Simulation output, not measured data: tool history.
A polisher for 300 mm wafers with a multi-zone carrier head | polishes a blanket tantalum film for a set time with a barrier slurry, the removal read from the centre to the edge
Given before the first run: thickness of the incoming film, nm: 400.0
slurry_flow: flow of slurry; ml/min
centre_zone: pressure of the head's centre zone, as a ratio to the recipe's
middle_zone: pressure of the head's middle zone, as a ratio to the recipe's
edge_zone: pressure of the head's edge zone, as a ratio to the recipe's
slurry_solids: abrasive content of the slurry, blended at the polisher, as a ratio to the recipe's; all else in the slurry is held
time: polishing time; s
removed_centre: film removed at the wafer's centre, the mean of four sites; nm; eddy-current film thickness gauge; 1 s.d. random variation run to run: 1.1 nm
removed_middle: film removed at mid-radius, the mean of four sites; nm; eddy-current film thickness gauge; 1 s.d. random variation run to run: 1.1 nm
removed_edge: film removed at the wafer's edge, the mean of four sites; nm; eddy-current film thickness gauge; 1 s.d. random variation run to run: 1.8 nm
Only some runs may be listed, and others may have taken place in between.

Run 1, hour 0: slurry_flow 140 ml/min, centre_zone 1, middle_zone 1, edge_zone 1, slurry_solids 1, time 60 s. Result: removed_centre 123.13 nm, removed_middle 128.15 nm, removed_edge 128.72 nm.
Run 2, hour 2.1: slurry_flow 155 ml/min, centre_zone 0.99, middle_zone 1.02, edge_zone 1.06, slurry_solids 1.15, time 60 s. Result: removed_centre 126.82 nm, removed_middle 134.73 nm, removed_edge 139.16 nm.
Run 3, hour 10.1: slurry_flow 155 ml/min, centre_zone 0.99, middle_zone 1.07, edge_zone 1.06, slurry_solids 1.15, time 60 s. Result: removed_centre 128.58 nm, removed_middle 142.03 nm, removed_edge 137.07 nm.
Run 4, hour 18.3: slurry_flow 155 ml/min, centre_zone 0.99, middle_zone 1.07, edge_zone 1.13, slurry_solids 1.15, time 60 s. Result: removed_centre 126.23 nm, removed_middle 141.81 nm, removed_edge 143.56 nm.
Run 5, hour 25.9: slurry_flow 155 ml/min, centre_zone 1.04, middle_zone 1.07, edge_zone 1.13, slurry_solids 1.15, time 60 s. Result: removed_centre 133.96 nm, removed_middle 140.06 nm, removed_edge 142.94 nm.
Run 6, hour 29.5: slurry_flow 170 ml/min, centre_zone 1.03, middle_zone 1.08, edge_zone 1.15, slurry_solids 1.25, time 60 s. Result: removed_centre 139.56 nm, removed_middle 147.76 nm, removed_edge 147.6 nm.
Run 7, hour 31: slurry_flow 170 ml/min, centre_zone 1.01, middle_zone 1.07, edge_zone 1.16, slurry_solids 1.35, time 61 s. Result: removed_centre 140.28 nm, removed_middle 152.85 nm, removed_edge 155.01 nm.
Run 8, hour 37.8: slurry_flow 175 ml/min, centre_zone 1, middle_zone 1.06, edge_zone 1.17, slurry_solids 1.4, time 61 s. Result: removed_centre 139.53 nm, removed_middle 153.24 nm, removed_edge 157.89 nm.

Run 9 comes next. What will it give?
Run 9, hour 46.4: slurry_flow 185 ml/min, centre_zone 1, middle_zone 1.06, edge_zone 1.18, slurry_solids 1.45, time 61 s. Result: removed_centre ?, removed_middle ?, removed_edge ?.

Run 9 came out at removed_centre 142.84 nm, removed_middle 155.04 nm, removed_edge 160.86 nm.

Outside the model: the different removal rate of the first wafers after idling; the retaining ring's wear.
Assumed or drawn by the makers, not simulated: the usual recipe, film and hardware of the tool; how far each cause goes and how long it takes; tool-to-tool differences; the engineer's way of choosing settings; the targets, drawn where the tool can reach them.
